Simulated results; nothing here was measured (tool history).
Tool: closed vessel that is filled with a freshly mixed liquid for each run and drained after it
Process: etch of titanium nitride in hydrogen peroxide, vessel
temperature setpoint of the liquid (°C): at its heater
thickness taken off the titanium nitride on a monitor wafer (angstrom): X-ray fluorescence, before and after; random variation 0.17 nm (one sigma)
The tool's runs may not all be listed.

run,hour,temperature setpoint of the liquid (°C),concentration of hydrogen peroxide in the mixed liquid (% by weight),time in the liquid (s),thickness taken off the titanium nitride on a monitor wafer (angstrom)
1,0,57,16.5,260,119.38
2,2.1,59.5,19,260,147.6
3,9.1,61.5,20.5,260,170.54
4,16.4,66,20.5,260,229.78
5,22.3,66,21.5,260,236.39
# hour 27.1: thermometer replaced
6,27.1,66,24,260,266.51
7,29.8,65.5,24,260,256.07

Forecast run 8:
8,36.1,65.5,24,260,?

thickness taken off the titanium nitride on a monitor wafer (angstrom): 258.48
